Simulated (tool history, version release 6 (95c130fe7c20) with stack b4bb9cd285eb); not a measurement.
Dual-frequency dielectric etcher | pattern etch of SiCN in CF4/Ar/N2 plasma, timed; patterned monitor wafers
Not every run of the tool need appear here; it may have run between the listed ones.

run	hour	source power (W)	bias power (W)	Ar flow (sccm)	CF4 flow (sccm)	etch time (s)	mean etch depth across the wafer (nm)
1	0	550	70	75	50	77	74.833
2	2.7	550	70	75	50	71	68.932
3	8.6	540	70	75	50	71	68.184
4	11.6	440	70	75	50	71	60.988
5	17.9	450	70	75	50	71	61.926
6	19.9	450	70	75	43	71	61.145

The next listed run, before its measurement:
7	20.7	460	70	75	43	71	?

Run 7 yielded mean etch depth across the wafer (nm) 61.694.

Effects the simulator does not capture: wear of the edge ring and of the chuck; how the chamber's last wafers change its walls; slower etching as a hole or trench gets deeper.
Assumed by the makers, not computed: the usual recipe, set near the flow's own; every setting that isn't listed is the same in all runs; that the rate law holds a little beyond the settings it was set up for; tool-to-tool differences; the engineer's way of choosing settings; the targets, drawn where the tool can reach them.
